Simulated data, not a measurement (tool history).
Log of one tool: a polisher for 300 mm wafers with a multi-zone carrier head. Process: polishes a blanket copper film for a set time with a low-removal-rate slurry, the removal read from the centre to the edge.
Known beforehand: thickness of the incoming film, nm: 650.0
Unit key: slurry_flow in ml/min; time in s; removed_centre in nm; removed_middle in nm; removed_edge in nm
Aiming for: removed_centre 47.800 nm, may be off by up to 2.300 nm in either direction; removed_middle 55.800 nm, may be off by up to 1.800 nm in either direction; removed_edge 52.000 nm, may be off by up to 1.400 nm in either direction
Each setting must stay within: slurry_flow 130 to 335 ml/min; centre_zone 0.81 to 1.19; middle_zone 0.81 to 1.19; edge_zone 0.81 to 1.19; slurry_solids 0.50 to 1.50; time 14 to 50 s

{"run": 1, "hour": 0.0, "slurry_flow": 215, "centre_zone": 1.0, "middle_zone": 1.0, "edge_zone": 1.0, "slurry_solids": 1.0, "time": 32, "removed_centre": 76.114, "removed_middle": 73.946, "removed_edge": 76.002}
{"run": 2, "hour": 6.9, "slurry_flow": 210, "centre_zone": 0.96, "middle_zone": 1.01, "edge_zone": 0.96, "slurry_solids": 0.85, "time": 30, "removed_centre": 67.166, "removed_middle": 68.279, "removed_edge": 68.61}
{"run": 3, "hour": 11.6, "slurry_flow": 205, "centre_zone": 0.93, "middle_zone": 1.02, "edge_zone": 0.93, "slurry_solids": 0.75, "time": 28, "removed_centre": 58.752, "removed_middle": 62.688, "removed_edge": 61.378}
{"run": 4, "hour": 16.5, "slurry_flow": 200, "centre_zone": 0.91, "middle_zone": 1.02, "edge_zone": 0.9, "slurry_solids": 0.7, "time": 28, "removed_centre": 58.208, "removed_middle": 62.019, "removed_edge": 59.743}
{"run": 5, "hour": 19.9, "slurry_flow": 160, "centre_zone": 0.91, "middle_zone": 1.02, "edge_zone": 0.9, "slurry_solids": 0.7, "time": 28, "removed_centre": 55.236, "removed_middle": 59.825, "removed_edge": 57.921}
{"run": 6, "hour": 23.8, "slurry_flow": 130, "centre_zone": 0.91, "middle_zone": 1.02, "edge_zone": 0.9, "slurry_solids": 0.7, "time": 28, "removed_centre": 52.166, "removed_middle": 56.78, "removed_edge": 55.869}
{"run": 7, "hour": 25.7, "slurry_flow": 130, "centre_zone": 0.89, "middle_zone": 1.03, "edge_zone": 0.88, "slurry_solids": 0.65, "time": 28, "removed_centre": 49.494, "removed_middle": 57.668, "removed_edge": 54.654}
{"run": 8, "hour": 29.4, "slurry_flow": 130, "centre_zone": 0.89, "middle_zone": 1.03, "edge_zone": 0.87, "slurry_solids": 0.6, "time": 28, "removed_centre": 50.149, "removed_middle": 57.335, "removed_edge": 54.088}

Exercise: of the 4 proposed moves below, exactly one satisfies all targets within the stated allowed misses. Which move is it?
{"run": "A", "hour": 33.1, "slurry_flow": 140, "centre_zone": 0.88, "middle_zone": 1.05, "edge_zone": 0.86, "slurry_solids": 0.6, "time": 27, "removed_centre": "?", "removed_middle": "?", "removed_edge": "?"}
{"run": "B", "hour": 33.1, "slurry_flow": 150, "centre_zone": 0.9, "middle_zone": 1.09, "edge_zone": 0.81, "slurry_solids": 0.65, "time": 25, "removed_centre": "?", "removed_middle": "?", "removed_edge": "?"}
{"run": "C", "hour": 33.1, "slurry_flow": 175, "centre_zone": 0.85, "middle_zone": 1.11, "edge_zone": 0.84, "slurry_solids": 0.6, "time": 26, "removed_centre": "?", "removed_middle": "?", "removed_edge": "?"}
{"run": "D", "hour": 33.1, "slurry_flow": 130, "centre_zone": 0.86, "middle_zone": 1.0, "edge_zone": 0.92, "slurry_solids": 0.65, "time": 29, "removed_centre": "?", "removed_middle": "?", "removed_edge": "?"}

move=A removed_centre=48.563 removed_middle=56.179 removed_edge=52.290
move=B removed_centre=47.302 removed_middle=55.101 removed_edge=48.154
move=C removed_centre=47.464 removed_middle=59.274 removed_edge=51.386
move=D removed_centre=50.529 removed_middle=57.558 removed_edge=57.903
A: meets every target
B: takes the result that was furthest off past its target
C: corrects the largest miss of the last run, while another result sits out of spec
D: its largest miss is bigger than the last run's
Correct choice: A, which meets every target

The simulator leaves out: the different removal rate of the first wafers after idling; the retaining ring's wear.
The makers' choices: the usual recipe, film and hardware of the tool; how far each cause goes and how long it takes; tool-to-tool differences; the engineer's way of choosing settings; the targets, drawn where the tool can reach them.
